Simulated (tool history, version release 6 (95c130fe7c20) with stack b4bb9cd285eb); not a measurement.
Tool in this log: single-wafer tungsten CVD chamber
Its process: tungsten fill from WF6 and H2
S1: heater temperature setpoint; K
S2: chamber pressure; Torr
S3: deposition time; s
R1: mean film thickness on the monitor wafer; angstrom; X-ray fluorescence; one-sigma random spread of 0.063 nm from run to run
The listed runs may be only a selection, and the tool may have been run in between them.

run	day	S1	S2	S3	R1
1	0	643.15	39.4	18.3	361.05
2	0.054	643.15	39.4	18.3	359.49
3	0.288	643.15	45.4	18.3	383.5
4	0.554	643.15	45.4	18.9	397.52
5	0.65	641.15	45.4	18.9	378.38
6	1	648.15	45.4	18.9	446.79
7	1.2	645.15	45.4	18.9	417.32
8	1.562	633.15	45.2	18.9	311.56

Predict the results of run 9:
9	1.6	632.15	45.2	18.9	?

Run 9 came out at R1 303.85 angstrom.
